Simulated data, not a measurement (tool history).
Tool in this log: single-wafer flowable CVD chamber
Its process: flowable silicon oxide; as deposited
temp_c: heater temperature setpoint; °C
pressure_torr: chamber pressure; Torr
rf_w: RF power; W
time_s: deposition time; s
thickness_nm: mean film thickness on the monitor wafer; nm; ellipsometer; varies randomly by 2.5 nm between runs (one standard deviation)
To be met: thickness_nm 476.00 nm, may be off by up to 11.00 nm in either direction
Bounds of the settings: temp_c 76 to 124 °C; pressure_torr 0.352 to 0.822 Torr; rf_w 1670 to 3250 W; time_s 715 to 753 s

run	hour	temp_c	pressure_torr	rf_w	time_s	thickness_nm
1	0.0	100	0.587	2460	753	278.61
2	3.1	100	0.587	2170	753	269.85
3	8.4	98	0.587	2170	753	291.91
4	11.3	91	0.587	2170	753	379.47
5	15.0	90	0.587	2170	753	393.21
6	23.0	90	0.587	2170	753	394.68
7	29.9	89	0.587	2170	753	410.92
8	34.5	89	0.587	2170	753	406.43
9	41.3	89	0.587	2170	753	402.81
10	47.2	88	0.587	2170	753	422.97

Exactly one of the 5 candidate moves below puts every result within its allowed miss. Which one?
A	53.1	78	0.503	2185	750	?
B	53.1	85	0.630	2525	753	?
C	53.1	86	0.539	2030	715	?
D	53.1	82	0.568	2350	753	?
E	53.1	87	0.668	1790	753	?

move	thickness_nm
A	497.41
B	509.10
C	386.52
D	503.80
E	468.31
A: carries the result that was furthest off beyond its target, to the other side
B: carries the result that was furthest off beyond its target, to the other side
C: its largest miss is bigger than the last run's
D: carries the result that was furthest off beyond its target, to the other side
E: every result lands within tolerance
The right move is E.

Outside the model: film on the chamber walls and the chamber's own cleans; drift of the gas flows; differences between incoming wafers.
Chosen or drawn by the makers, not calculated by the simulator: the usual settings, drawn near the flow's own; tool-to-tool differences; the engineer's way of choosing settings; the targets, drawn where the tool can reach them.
